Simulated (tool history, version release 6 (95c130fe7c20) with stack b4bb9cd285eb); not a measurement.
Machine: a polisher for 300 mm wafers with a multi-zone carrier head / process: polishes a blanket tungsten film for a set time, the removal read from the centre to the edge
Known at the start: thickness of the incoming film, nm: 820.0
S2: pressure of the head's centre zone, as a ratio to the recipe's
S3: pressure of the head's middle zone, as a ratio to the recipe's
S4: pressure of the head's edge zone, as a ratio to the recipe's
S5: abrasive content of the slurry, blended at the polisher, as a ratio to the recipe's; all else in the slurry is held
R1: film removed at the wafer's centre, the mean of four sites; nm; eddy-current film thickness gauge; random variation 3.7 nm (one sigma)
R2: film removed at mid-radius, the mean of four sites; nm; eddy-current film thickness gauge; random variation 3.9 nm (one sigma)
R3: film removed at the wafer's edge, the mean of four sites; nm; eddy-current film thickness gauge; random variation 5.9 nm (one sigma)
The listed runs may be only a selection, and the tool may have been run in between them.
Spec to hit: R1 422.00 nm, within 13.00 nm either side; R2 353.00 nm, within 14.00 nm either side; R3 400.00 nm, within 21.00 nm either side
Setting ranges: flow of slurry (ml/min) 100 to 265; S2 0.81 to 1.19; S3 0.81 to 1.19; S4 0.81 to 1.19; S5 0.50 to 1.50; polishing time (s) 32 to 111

Run 1, hour 0.0: flow of slurry (ml/min) 170, S2 1.00, S3 1.00, S4 1.00, S5 1.00, polishing time (s) 71. Result: R1 275.63 nm, R2 267.53 nm, R3 270.04 nm.
Run 2, hour 4.4: flow of slurry (ml/min) 175, S2 1.02, S3 0.99, S4 1.03, S5 1.10, polishing time (s) 74. Result: R1 297.69 nm, R2 296.28 nm, R3 298.09 nm.
Run 3, hour 12.3: flow of slurry (ml/min) 175, S2 1.02, S3 0.99, S4 1.03, S5 1.30, polishing time (s) 74. Result: R1 312.16 nm, R2 300.50 nm, R3 297.94 nm.
Run 4, hour 16.7: flow of slurry (ml/min) 175, S2 1.02, S3 0.99, S4 1.03, S5 1.30, polishing time (s) 91. Result: R1 378.28 nm, R2 373.92 nm, R3 385.26 nm.
Run 5, hour 18.7: flow of slurry (ml/min) 180, S2 1.04, S3 0.96, S4 1.03, S5 1.30, polishing time (s) 91. Result: R1 394.97 nm, R2 364.89 nm, R3 375.46 nm.
Run 6, hour 26.7: flow of slurry (ml/min) 180, S2 1.04, S3 0.96, S4 1.03, S5 1.30, polishing time (s) 73. Result: R1 314.93 nm, R2 289.68 nm, R3 308.44 nm.
Run 7, hour 31.8: flow of slurry (ml/min) 180, S2 1.04, S3 0.96, S4 1.03, S5 1.30, polishing time (s) 73. Result: R1 312.19 nm, R2 290.02 nm, R3 300.09 nm.
Run 8, hour 35.2: flow of slurry (ml/min) 185, S2 1.07, S3 0.95, S4 1.06, S5 1.35, polishing time (s) 75. Result: R1 328.79 nm, R2 299.14 nm, R3 317.85 nm.
Run 9, hour 43.3: flow of slurry (ml/min) 185, S2 1.07, S3 0.95, S4 1.06, S5 1.35, polishing time (s) 75. Result: R1 335.04 nm, R2 303.66 nm, R3 329.76 nm.
Run 10, hour 51.4: flow of slurry (ml/min) 195, S2 1.10, S3 0.95, S4 1.07, S5 1.40, polishing time (s) 76. Result: R1 353.15 nm, R2 303.48 nm, R3 337.49 nm.
Run 11, hour 58.4: flow of slurry (ml/min) 195, S2 1.10, S3 0.95, S4 1.07, S5 1.40, polishing time (s) 76. Result: R1 357.87 nm, R2 309.75 nm, R3 325.27 nm.
Run 12, hour 65.6: flow of slurry (ml/min) 195, S2 1.11, S3 0.94, S4 1.09, S5 1.40, polishing time (s) 78. Result: R1 366.10 nm, R2 310.21 nm, R3 348.27 nm.

Which of these 4 next moves meets every target?
Run A, hour 72.8: flow of slurry (ml/min) 230, S2 1.10, S3 0.90, S4 1.08, S5 1.25, polishing time (s) 91. Result: R1 ?, R2 ?, R3 ?.
Run B, hour 72.8: flow of slurry (ml/min) 180, S2 1.07, S3 0.97, S4 1.06, S5 1.35, polishing time (s) 67. Result: R1 ?, R2 ?, R3 ?.
Run C, hour 72.8: flow of slurry (ml/min) 225, S2 0.93, S3 0.81, S4 1.19, S5 1.50, polishing time (s) 97. Result: R1 ?, R2 ?, R3 ?.
Run D, hour 72.8: flow of slurry (ml/min) 190, S2 1.08, S3 0.89, S4 1.04, S5 1.20, polishing time (s) 105. Result: R1 ?, R2 ?, R3 ?.

move      R1      R2      R3
   A  427.15  356.56  393.13
   B  298.93  273.89  283.40
   C  402.29  362.08  458.13
   D  465.12  392.89  432.14
A: all results land within tolerance of their targets
B: moves away from the targets compared with the last run
C: better than the last run, though not everything is in spec
D: moves the result that the last run missed by most past its target, out the other side
Move A is the one to make.

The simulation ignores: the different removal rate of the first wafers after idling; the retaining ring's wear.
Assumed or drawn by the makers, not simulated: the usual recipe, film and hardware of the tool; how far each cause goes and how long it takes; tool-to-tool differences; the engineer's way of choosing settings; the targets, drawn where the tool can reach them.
